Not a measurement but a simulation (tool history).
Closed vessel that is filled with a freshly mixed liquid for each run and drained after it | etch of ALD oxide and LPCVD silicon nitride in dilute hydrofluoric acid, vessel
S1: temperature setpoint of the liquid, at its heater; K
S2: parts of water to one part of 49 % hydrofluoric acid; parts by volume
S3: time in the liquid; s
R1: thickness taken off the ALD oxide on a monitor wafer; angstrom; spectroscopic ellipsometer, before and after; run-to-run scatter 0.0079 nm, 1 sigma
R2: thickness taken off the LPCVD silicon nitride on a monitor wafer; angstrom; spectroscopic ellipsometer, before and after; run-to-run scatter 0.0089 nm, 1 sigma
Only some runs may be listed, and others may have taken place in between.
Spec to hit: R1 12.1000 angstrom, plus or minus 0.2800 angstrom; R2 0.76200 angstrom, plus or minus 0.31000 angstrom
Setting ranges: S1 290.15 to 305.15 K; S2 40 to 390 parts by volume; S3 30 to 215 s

run	day	S1	S2	S3	R1	R2
1	0.000	297.15	215	110	43.1430	2.86760
2	0.192	297.15	135	110	74.7280	4.84490
3	0.408	297.15	135	80	54.0220	2.92000
4	0.571	297.15	85	80	90.9220	4.68730
5	0.829	297.15	50	80	163.9500	7.61770
6	0.983	296.65	70	80	111.0400	5.22900
7	1.017	296.15	90	80	82.8220	4.85370
8	1.221	296.15	90	80	82.7540	4.82840
9	1.546	292.15	180	80	32.4560	1.60490
10	1.892	292.15	190	80	30.1310	1.35820
11	1.988	291.15	280	80	18.0460	0.82383

Which one of the following 4 next-run settings gets every result inside its allowed miss? There is exactly one.
A	2.083	294.65	295	50	?	?
B	2.083	292.15	360	55	?	?
C	2.083	290.15	155	35	?	?
D	2.083	293.15	325	65	?	?

move	R1	R2
A	12.1380	0.75498
B	9.4474	0.58542
C	15.5220	0.73302
D	13.2090	0.81304
A: every result lands within tolerance
B: pushes the last run's worst result past its target
C: nearer than the last run, and not there yet
D: nearer than the last run, and not there yet
The move that meets every target is A.
